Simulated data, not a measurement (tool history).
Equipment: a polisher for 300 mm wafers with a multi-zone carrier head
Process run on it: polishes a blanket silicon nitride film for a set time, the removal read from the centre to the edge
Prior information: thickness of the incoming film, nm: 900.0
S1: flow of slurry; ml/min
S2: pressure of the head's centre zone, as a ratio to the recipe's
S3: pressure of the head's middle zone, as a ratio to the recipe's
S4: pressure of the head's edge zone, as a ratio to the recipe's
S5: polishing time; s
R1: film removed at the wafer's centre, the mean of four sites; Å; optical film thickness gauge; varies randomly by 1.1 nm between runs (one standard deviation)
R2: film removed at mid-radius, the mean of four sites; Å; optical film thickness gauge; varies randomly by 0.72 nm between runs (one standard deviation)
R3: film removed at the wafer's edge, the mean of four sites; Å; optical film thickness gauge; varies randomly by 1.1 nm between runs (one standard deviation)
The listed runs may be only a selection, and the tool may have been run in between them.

run  hour   S1    S2    S3    S4  S5       R1      R2      R3
  1   0.0  180  1.00  1.00  1.00  52  1347.70  1341.0  1316.5
  2   5.8  170  0.96  0.98  0.99  51  1248.40  1291.0  1285.6
  3  14.0  165  0.94  0.96  0.98  50  1225.60  1235.3  1235.9
  4  18.1  160  0.91  0.95  0.99  49  1158.10  1191.7  1208.5
  5  26.9  155  0.89  0.94  1.00  49  1106.40  1180.0  1217.3
  6  29.4  155  0.89  0.94  1.00  42   965.99  1001.2  1061.1
  7  37.2  165  0.89  0.95  1.02  42   979.95  1022.2  1076.0

What does the tool deliver on the next run?
  8  45.6  175  0.89  0.96  1.04  42   ?   ?   ?

R1: 979.04 Å
R2: 1041.5 Å
R3: 1080.0 Å
